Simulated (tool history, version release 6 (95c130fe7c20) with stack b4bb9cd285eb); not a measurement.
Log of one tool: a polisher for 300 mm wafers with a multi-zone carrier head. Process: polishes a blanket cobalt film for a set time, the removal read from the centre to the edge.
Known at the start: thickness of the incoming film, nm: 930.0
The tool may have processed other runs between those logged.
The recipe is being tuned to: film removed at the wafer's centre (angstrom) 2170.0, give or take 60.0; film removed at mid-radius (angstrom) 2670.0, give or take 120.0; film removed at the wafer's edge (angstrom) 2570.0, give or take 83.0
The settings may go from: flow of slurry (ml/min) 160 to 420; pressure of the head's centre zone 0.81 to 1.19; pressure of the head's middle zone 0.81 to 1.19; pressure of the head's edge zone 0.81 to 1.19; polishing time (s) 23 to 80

run	hour	flow of slurry (ml/min)	pressure of the head's centre zone	pressure of the head's middle zone	pressure of the head's edge zone	polishing time (s)	film removed at the wafer's centre (angstrom)	film removed at mid-radius (angstrom)	film removed at the wafer's edge (angstrom)
1	0.0	270	1.00	1.00	1.00	51	3536.8	3605.8	3603.3
2	4.9	270	1.00	1.00	0.96	51	3568.1	3662.4	3508.5
3	8.2	240	1.00	1.00	0.96	51	3447.6	3527.5	3506.6
4	16.6	240	0.96	1.00	0.96	51	3349.9	3604.4	3465.2
5	22.5	175	0.96	1.00	0.96	51	3178.5	3365.6	3295.0
6	25.5	175	0.96	1.00	0.96	44	2719.3	2896.3	2886.2
7	26.5	170	0.86	1.00	0.88	39	2125.7	2560.0	2431.3
8	27.9	180	0.86	1.00	0.90	39	2200.8	2519.7	2495.2

Pick the move, out of 4, that brings all results within their allowed miss; only one does.
A	29.3	200	0.94	0.97	0.84	38	?	?	?
B	29.3	180	0.81	0.85	1.00	41	?	?	?
C	29.3	205	0.84	1.02	0.96	39	?	?	?
D	29.3	225	0.91	0.90	1.03	37	?	?	?

move	film removed at the wafer's centre (angstrom)	film removed at mid-radius (angstrom)	film removed at the wafer's edge (angstrom)
A	2399.6	2455.3	2364.5
B	2178.7	2329.8	2731.4
C	2209.6	2640.8	2586.1
D	2307.8	2287.7	2569.8
A: lands further from the targets than the last run did
B: lands further from the targets than the last run did
C: hits every target within its allowed miss
D: lands further from the targets than the last run did
So the answer is move C, the one that meets all the targets.
